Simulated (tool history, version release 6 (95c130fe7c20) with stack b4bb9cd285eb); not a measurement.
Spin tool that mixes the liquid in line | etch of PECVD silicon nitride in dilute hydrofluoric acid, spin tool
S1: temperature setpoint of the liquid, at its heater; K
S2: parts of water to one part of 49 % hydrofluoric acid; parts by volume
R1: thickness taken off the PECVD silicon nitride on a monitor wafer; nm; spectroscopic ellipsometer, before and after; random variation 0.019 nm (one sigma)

Run 1, hour 0: S1 297.15 K, S2 55 parts by volume, time under the liquid (s) 85. Result: R1 3.8465 nm.
Run 2, hour 5.3: S1 297.15 K, S2 55 parts by volume, time under the liquid (s) 65. Result: R1 2.9542 nm.
Run 3, hour 7: S1 295.15 K, S2 55 parts by volume, time under the liquid (s) 65. Result: R1 2.6106 nm.
Run 4, hour 14.6: S1 295.15 K, S2 55 parts by volume, time under the liquid (s) 65. Result: R1 2.5915 nm.
Run 5, hour 19.8: S1 295.15 K, S2 45 parts by volume, time under the liquid (s) 65. Result: R1 3.1459 nm.
Run 6, hour 21.4: S1 295.15 K, S2 45 parts by volume, time under the liquid (s) 65. Result: R1 3.1648 nm.
Run 7, hour 27.8: S1 296.65 K, S2 45 parts by volume, time under the liquid (s) 65. Result: R1 3.5015 nm.

The next listed run, before its measurement:
Run 8, hour 35.8: S1 300.65 K, S2 45 parts by volume, time under the liquid (s) 65. Result: R1 ?.

Run 8 gave R1 4.5578 nm.
